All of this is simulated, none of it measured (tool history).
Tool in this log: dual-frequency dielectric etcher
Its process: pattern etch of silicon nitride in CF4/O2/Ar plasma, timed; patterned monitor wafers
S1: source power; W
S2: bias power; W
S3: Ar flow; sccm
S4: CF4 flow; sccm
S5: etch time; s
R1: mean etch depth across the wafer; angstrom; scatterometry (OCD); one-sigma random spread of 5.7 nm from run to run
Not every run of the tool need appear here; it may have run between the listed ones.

run 1 hour=0.0 | S1=690 S2=49 S3=104 S4=116 S5=672.5 | R1=16794
run 2 hour=1.2 | S1=660 S2=49 S3=104 S4=116 S5=672.5 | R1=16136
run 3 hour=5.1 | S1=640 S2=49 S3=104 S4=116 S5=672.5 | R1=15543
run 4 hour=12.5 | S1=640 S2=49 S3=104 S4=116 S5=672.5 | R1=15611
run 5 hour=13.9 | S1=640 S2=49 S3=104 S4=116 S5=672.5 | R1=15667
run 6 hour=22.5 | S1=640 S2=49 S3=104 S4=116 S5=703.5 | R1=16521

For run 7, what comes out?
run 7 hour=23.1 | S1=500 S2=47 S3=105 S4=115 S5=703.0 | R1=?

{"run 7": {"R1": 12741}}

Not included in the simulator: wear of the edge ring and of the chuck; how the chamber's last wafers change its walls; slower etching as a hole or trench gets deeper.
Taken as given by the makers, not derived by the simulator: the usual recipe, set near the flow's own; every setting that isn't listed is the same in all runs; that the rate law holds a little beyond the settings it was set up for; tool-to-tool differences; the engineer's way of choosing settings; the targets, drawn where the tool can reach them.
